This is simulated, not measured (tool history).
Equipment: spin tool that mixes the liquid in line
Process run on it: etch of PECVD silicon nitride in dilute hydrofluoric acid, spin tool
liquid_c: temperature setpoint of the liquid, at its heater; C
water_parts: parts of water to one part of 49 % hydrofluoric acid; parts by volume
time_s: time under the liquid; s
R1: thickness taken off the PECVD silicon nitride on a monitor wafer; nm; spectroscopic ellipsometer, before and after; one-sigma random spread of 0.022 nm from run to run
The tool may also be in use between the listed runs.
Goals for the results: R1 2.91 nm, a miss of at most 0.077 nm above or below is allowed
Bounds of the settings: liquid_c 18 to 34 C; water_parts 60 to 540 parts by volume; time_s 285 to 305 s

{"run": 1, "hour": 0.0, "liquid_c": 26, "water_parts": 300, "time_s": 285, "R1": 6.8531}
{"run": 2, "hour": 2.5, "liquid_c": 26, "water_parts": 255, "time_s": 285, "R1": 8.0809}
{"run": 3, "hour": 10.0, "liquid_c": 24.5, "water_parts": 285, "time_s": 285, "R1": 6.7093}
{"run": 4, "hour": 18.1, "liquid_c": 24.5, "water_parts": 285, "time_s": 305, "R1": 7.1226}
{"run": 5, "hour": 23.7, "liquid_c": 24.5, "water_parts": 285, "time_s": 305, "R1": 7.1433}
{"run": 6, "hour": 25.8, "liquid_c": 24.5, "water_parts": 340, "time_s": 305, "R1": 6.0899}
{"run": 7, "hour": 29.3, "liquid_c": 23, "water_parts": 360, "time_s": 305, "R1": 5.086}
{"run": 8, "hour": 36.1, "liquid_c": 23, "water_parts": 360, "time_s": 305, "R1": 5.1324}
{"run": 9, "hour": 38.4, "liquid_c": 23, "water_parts": 360, "time_s": 305, "R1": 5.1616}
{"run": 10, "hour": 40.9, "liquid_c": 22, "water_parts": 375, "time_s": 305, "R1": 4.6724}
{"run": 11, "hour": 46.0, "liquid_c": 21, "water_parts": 390, "time_s": 305, "R1": 4.1953}
{"run": 12, "hour": 49.2, "liquid_c": 18, "water_parts": 460, "time_s": 305, "R1": 3.0143}

Which single option among these 5 for the next run brings every result within its allowed miss of target? Just one does.
{"run": "A", "hour": 52.4, "liquid_c": 18, "water_parts": 440, "time_s": 300, "R1": "?"}
{"run": "B", "hour": 52.4, "liquid_c": 18.5, "water_parts": 505, "time_s": 290, "R1": "?"}
{"run": "C", "hour": 52.4, "liquid_c": 18.5, "water_parts": 450, "time_s": 285, "R1": "?"}
{"run": "D", "hour": 52.4, "liquid_c": 19, "water_parts": 520, "time_s": 295, "R1": "?"}
{"run": "E", "hour": 52.4, "liquid_c": 18, "water_parts": 455, "time_s": 305, "R1": "?"}

move=A R1=3.0784
move=B R1=2.6933
move=C R1=2.9536
move=D R1=2.7471
move=E R1=3.0318
A: moves away from the targets compared with the last run
B: takes the result that was furthest off past its target
C: each result inside its tolerance
D: takes the result that was furthest off past its target
E: moves away from the targets compared with the last run
C meets every target.
